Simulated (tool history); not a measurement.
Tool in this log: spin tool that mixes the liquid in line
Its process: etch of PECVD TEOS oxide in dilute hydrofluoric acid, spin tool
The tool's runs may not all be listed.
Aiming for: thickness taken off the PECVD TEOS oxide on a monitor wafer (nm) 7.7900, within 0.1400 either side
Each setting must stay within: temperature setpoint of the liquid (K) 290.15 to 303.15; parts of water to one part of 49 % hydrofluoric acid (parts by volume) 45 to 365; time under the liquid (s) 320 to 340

run    day  temperature setpoint of the liquid (K)  parts of water to one part of 49 % hydrofluoric acid (parts by volume)  time under the liquid (s)  thickness taken off the PECVD TEOS oxide on a monitor wafer (nm)
  1  0.000                                  295.15                                                                     205                        320                                                           11.9950
  2  0.329                                  295.15                                                                     135                        320                                                           19.6670
  3  0.508                                  295.15                                                                     165                        320                                                           15.6350
  4  0.771                                  295.15                                                                     115                        320                                                           23.6600
  5  1.138                                  295.15                                                                      60                        320                                                           48.5440
  6  1.408                                  295.15                                                                      60                        340                                                           51.3940
  7  1.758                                  294.15                                                                     100                        340                                                           28.3950
  8  1.867                                  293.15                                                                     120                        340                                                           22.1860
  9  2.167                                  292.65                                                                     140                        340                                                           18.1220
 10  2.321                                  292.15                                                                     155                        340                                                           15.6470
 11  2.642                                  291.65                                                                     170                        340                                                           14.0230
 12  2.717                                  291.15                                                                     185                        340                                                           12.2410
 13  3.017                                  291.15                                                                     195                        340                                                           11.5340
     3.146  -- hydrofluoric acid flow meter replaced
 14  3.146                                  290.15                                                                     265                        340                                                            8.4644
 15  3.496                                  290.15                                                                     270                        340                                                            8.3695
 16  3.642                                  290.15                                                                     275                        340                                                            8.1085

Consider the 4 candidate settings below. Which is the only one whose results all fall within their allowed miss of target?
  A  3.788                                  290.15                                                                     255                        320                                                                 ?
  B  3.788                                  290.15                                                                     265                        335                                                                 ?
  C  3.788                                  290.15                                                                     275                        325                                                                 ?
  D  3.788                                  290.15                                                                     270                        335                                                                 ?

move  thickness taken off the PECVD TEOS oxide on a monitor wafer (nm)
   A                                                            8.3252
   B                                                            8.3144
   C                                                            7.7066
   D                                                            8.1255
A: misses by more than the last run did
B: misses by more than the last run did
C: every result lands within tolerance
D: misses by more than the last run did
Correct choice: C, which meets every target
